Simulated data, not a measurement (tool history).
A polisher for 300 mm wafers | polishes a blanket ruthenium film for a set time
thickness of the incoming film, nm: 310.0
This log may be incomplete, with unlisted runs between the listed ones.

| run | hour | flow of slurry (ml/min) | pressure of the wafer on the pad (kPa) | speed of the pad under the wafer (cm/s) | polishing time (s) | film removed (nm) |
|---|---|---|---|---|---|---|
| 1 | 0.0 | 150 | 17.9 | 96 | 19 | 24.714 |
| 2 | 4.2 | 150 | 17.9 | 96 | 17 | 22.621 |
| 3 | 11.6 | 150 | 16.5 | 96 | 17 | 21.117 |
| 4 | 17.7 | 150 | 20.0 | 96 | 17 | 25.213 |
| 5 | 24.2 | 150 | 20.0 | 118 | 17 | 29.495 |
| 6 | 32.9 | 125 | 20.0 | 118 | 17 | 28.878 |
| 7 | 34.1 | 125 | 18.6 | 116 | 17 | 26.265 |
| 8 | 37.6 | 125 | 17.2 | 116 | 17 | 24.401 |
| 9 | 45.4 | 125 | 15.9 | 116 | 17 | 22.695 |

Expected results for the next run?
| 10 | 47.7 | 125 | 14.5 | 116 | 17 | ? |

film removed (nm): 20.870
